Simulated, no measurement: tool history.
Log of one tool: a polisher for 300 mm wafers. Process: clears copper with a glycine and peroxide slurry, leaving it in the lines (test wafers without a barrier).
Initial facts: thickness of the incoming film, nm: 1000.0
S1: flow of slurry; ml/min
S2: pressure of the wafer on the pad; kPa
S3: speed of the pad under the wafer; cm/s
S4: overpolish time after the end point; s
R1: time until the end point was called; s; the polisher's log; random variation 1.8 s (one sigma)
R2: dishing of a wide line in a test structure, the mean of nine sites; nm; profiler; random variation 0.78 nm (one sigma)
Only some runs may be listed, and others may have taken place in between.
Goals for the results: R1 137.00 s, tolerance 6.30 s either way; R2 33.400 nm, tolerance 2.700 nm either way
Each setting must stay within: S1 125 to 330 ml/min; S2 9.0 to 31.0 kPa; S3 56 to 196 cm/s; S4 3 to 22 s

run	hour	S1	S2	S3	S4	R1	R2
1	0.0	210	20.0	126	11	188.19	43.397
2	1.7	210	15.9	126	11	228.06	36.138
3	9.3	210	17.2	126	10	209.68	33.353
4	12.0	210	17.2	114	10	229.44	33.179
5	18.7	210	18.6	116	9	213.61	31.847
6	19.8	210	18.6	116	6	213.60	22.069
7	20.8	210	20.0	116	6	199.48	23.294
8	24.5	210	20.7	116	6	190.87	23.586
# hour 25.1: slurry nozzle cleaned
9	25.1	210	20.7	116	6	183.92	24.738
10	27.0	210	21.4	116	6	178.72	26.999
11	33.2	210	22.1	116	6	174.76	27.662
12	38.7	210	22.8	116	6	168.03	27.030
13	41.8	210	23.4	116	6	162.17	27.628

Below are 5 possible settings for the next run. Only one of them brings all results inside the allowed miss of their targets. Which is it?
A	44.9	230	24.1	136	6	?	?
B	44.9	215	21.4	98	6	?	?
C	44.9	200	20.7	94	7	?	?
D	44.9	160	24.1	94	9	?	?
E	44.9	235	26.9	92	7	?	?

move	R1	R2
A	136.45	33.638
B	202.66	23.224
C	217.41	25.139
D	196.63	35.028
E	174.31	31.084
A: each result inside its tolerance
B: further off than the last run
C: further off than the last run
D: further off than the last run
E: further off than the last run
The move that meets every target is A.
